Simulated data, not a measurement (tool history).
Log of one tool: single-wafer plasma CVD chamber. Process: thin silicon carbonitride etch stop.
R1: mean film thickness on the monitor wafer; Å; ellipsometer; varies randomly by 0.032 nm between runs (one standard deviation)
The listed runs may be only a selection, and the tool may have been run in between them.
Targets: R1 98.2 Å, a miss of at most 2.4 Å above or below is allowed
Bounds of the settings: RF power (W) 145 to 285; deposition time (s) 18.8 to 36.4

{"run": 1, "day": 0.0, "RF power (W)": 215, "deposition time (s)": 27.6, "R1": 144.52}
{"run": 2, "day": 0.104, "RF power (W)": 205, "deposition time (s)": 25.4, "R1": 130.42}
{"run": 3, "day": 0.45, "RF power (W)": 175, "deposition time (s)": 25.4, "R1": 121.71}
{"run": 4, "day": 0.658, "RF power (W)": 175, "deposition time (s)": 27, "R1": 130}
{"run": 5, "day": 0.933, "RF power (W)": 170, "deposition time (s)": 25.5, "R1": 121.06}
{"run": 6, "day": 1.225, "RF power (W)": 150, "deposition time (s)": 25.5, "R1": 113.75}
{"run": 7, "day": 1.433, "RF power (W)": 145, "deposition time (s)": 21.1, "R1": 93.288}
{"run": 8, "day": 1.667, "RF power (W)": 165, "deposition time (s)": 21.8, "R1": 102}

4 next moves are on the table. One of them brings every result within its allowed miss. Which?
{"run": "A", "day": 1.9, "RF power (W)": 155, "deposition time (s)": 23.5, "R1": "?"}
{"run": "B", "day": 1.9, "RF power (W)": 150, "deposition time (s)": 23.8, "R1": "?"}
{"run": "C", "day": 1.9, "RF power (W)": 170, "deposition time (s)": 20.5, "R1": "?"}
{"run": "D", "day": 1.9, "RF power (W)": 165, "deposition time (s)": 22.8, "R1": "?"}

move=A R1=106.59
move=B R1=106.22
move=C R1=97.14
move=D R1=106.55
A: misses by more than the last run did
B: misses by more than the last run did
C: all results land within tolerance of their targets
D: misses by more than the last run did
The right move is C.
